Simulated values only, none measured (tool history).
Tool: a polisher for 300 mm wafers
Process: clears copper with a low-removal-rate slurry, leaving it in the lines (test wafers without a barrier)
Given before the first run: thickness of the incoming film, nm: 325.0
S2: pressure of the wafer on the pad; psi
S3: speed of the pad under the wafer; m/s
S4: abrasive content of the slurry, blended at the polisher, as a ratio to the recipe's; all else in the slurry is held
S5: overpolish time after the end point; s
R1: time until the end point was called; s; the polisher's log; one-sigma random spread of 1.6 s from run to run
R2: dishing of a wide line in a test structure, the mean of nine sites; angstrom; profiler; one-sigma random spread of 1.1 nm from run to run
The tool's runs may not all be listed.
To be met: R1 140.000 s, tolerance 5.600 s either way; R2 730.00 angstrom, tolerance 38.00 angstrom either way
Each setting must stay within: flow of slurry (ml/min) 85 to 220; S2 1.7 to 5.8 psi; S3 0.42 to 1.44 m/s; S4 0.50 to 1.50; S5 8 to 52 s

Run 1, day 0.000: flow of slurry (ml/min) 140, S2 3.7 psi, S3 0.92 m/s, S4 1.00, S5 26 s. Result: R1 91.186 s, R2 660.35 angstrom.
Run 2, day 0.338: flow of slurry (ml/min) 140, S2 4.1 psi, S3 0.92 m/s, S4 1.00, S5 26 s. Result: R1 83.258 s, R2 697.40 angstrom.
Run 3, day 0.646: flow of slurry (ml/min) 140, S2 4.1 psi, S3 0.92 m/s, S4 1.00, S5 17 s. Result: R1 85.997 s, R2 514.75 angstrom.
Run 4, day 0.683: flow of slurry (ml/min) 135, S2 3.4 psi, S3 0.92 m/s, S4 1.00, S5 25 s. Result: R1 96.193 s, R2 616.50 angstrom.
Run 5, day 0.892: flow of slurry (ml/min) 135, S2 2.8 psi, S3 0.90 m/s, S4 1.00, S5 30 s. Result: R1 116.720 s, R2 611.05 angstrom.
Run 6, day 1.025: flow of slurry (ml/min) 135, S2 2.6 psi, S3 0.90 m/s, S4 1.00, S5 34 s. Result: R1 122.230 s, R2 653.90 angstrom.
Run 7, day 1.204: flow of slurry (ml/min) 130, S2 2.4 psi, S3 0.90 m/s, S4 1.00, S5 37 s. Result: R1 127.410 s, R2 651.03 angstrom.
Run 8, day 1.488: flow of slurry (ml/min) 130, S2 2.3 psi, S3 0.90 m/s, S4 1.00, S5 40 s. Result: R1 133.160 s, R2 687.03 angstrom.

Pick the move, out of 5, that brings all results within their allowed miss; only one does.
Run A, day 1.771: flow of slurry (ml/min) 130, S2 2.1 psi, S3 0.86 m/s, S4 1.10, S5 43 s. Result: R1 ?, R2 ?.
Run B, day 1.771: flow of slurry (ml/min) 150, S2 2.0 psi, S3 0.94 m/s, S4 1.10, S5 39 s. Result: R1 ?, R2 ?.
Run C, day 1.771: flow of slurry (ml/min) 150, S2 2.4 psi, S3 0.86 m/s, S4 1.15, S5 44 s. Result: R1 ?, R2 ?.
Run D, day 1.771: flow of slurry (ml/min) 160, S2 3.0 psi, S3 0.66 m/s, S4 1.05, S5 45 s. Result: R1 ?, R2 ?.
Run E, day 1.771: flow of slurry (ml/min) 105, S2 2.7 psi, S3 0.86 m/s, S4 1.20, S5 34 s. Result: R1 ?, R2 ?.

move       R1      R2
   A  141.130  674.62
   B  129.560  666.64
   C  124.980  755.17
   D  140.880  714.41
   E  124.540  630.45
A: brings the result that was furthest off to its target, and leaves another outside
B: moves away from the targets compared with the last run
C: moves away from the targets compared with the last run
D: all results land within tolerance of their targets
E: moves away from the targets compared with the last run
The move that meets every target is D.
